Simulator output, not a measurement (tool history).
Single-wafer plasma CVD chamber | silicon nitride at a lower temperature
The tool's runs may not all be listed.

| run | day | heater temperature setpoint (deg C) | chamber pressure (mTorr) | RF power (W) | deposition time (s) | mean film thickness on the monitor wafer (angstrom) |
|---|---|---|---|---|---|---|
| 1 | 0 | 355 | 1110 | 355 | 27.7 | 294.14 |
| 2 | 0.15 | 355 | 1000 | 355 | 27.7 | 285.63 |
| 3 | 0.371 | 355 | 1070 | 360 | 27.7 | 296 |
| 4 | 0.471 | 355 | 1120 | 360 | 27.7 | 301 |
| 5 | 0.617 | 355 | 1120 | 360 | 28.6 | 310.46 |
| 6 | 0.946 | 355 | 1140 | 360 | 28.6 | 312.42 |
| 7 | 1.204 | 355 | 1160 | 360 | 28.6 | 313.6 |

What does the tool deliver on the next run?
| 8 | 1.25 | 355 | 1180 | 360 | 28.6 | ? |

{"run 8": {"mean film thickness on the monitor wafer (angstrom)": 313.19}}
